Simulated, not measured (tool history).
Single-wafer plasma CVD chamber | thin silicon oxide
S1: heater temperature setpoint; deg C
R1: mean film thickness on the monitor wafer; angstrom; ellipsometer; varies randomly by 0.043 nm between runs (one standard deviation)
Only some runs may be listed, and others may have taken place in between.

Run 1, day 0: S1 385 deg C, chamber pressure (Torr) 0.741, RF power (kW) 0.305, deposition time (s) 4.81. Result: R1 81.86 angstrom.
Run 2, day 0.042: S1 385 deg C, chamber pressure (Torr) 0.804, RF power (kW) 0.305, deposition time (s) 4.81. Result: R1 88.174 angstrom.
Run 3, day 0.217: S1 385 deg C, chamber pressure (Torr) 0.804, RF power (kW) 0.29, deposition time (s) 4.81. Result: R1 85.742 angstrom.
Run 4, day 0.354: S1 385 deg C, chamber pressure (Torr) 0.804, RF power (kW) 0.29, deposition time (s) 4.57. Result: R1 81.836 angstrom.
Run 5, day 0.433: S1 385 deg C, chamber pressure (Torr) 0.872, RF power (kW) 0.29, deposition time (s) 4.57. Result: R1 87.712 angstrom.
Run 6, day 0.508: S1 385 deg C, chamber pressure (Torr) 0.92, RF power (kW) 0.3, deposition time (s) 4.58. Result: R1 93.041 angstrom.
Run 7, day 0.846: S1 385 deg C, chamber pressure (Torr) 0.954, RF power (kW) 0.31, deposition time (s) 4.6. Result: R1 97.532 angstrom.
Run 8, day 1.104: S1 385 deg C, chamber pressure (Torr) 0.978, RF power (kW) 0.32, deposition time (s) 4.62. Result: R1 101.65 angstrom.

Run 9, settings as shown, results not yet in. Your forecast:
Run 9, day 1.171: S1 385 deg C, chamber pressure (Torr) 0.995, RF power (kW) 0.325, deposition time (s) 4.63. Result: R1 ?.

For run 9 the tool returned R1 104.15 angstrom.
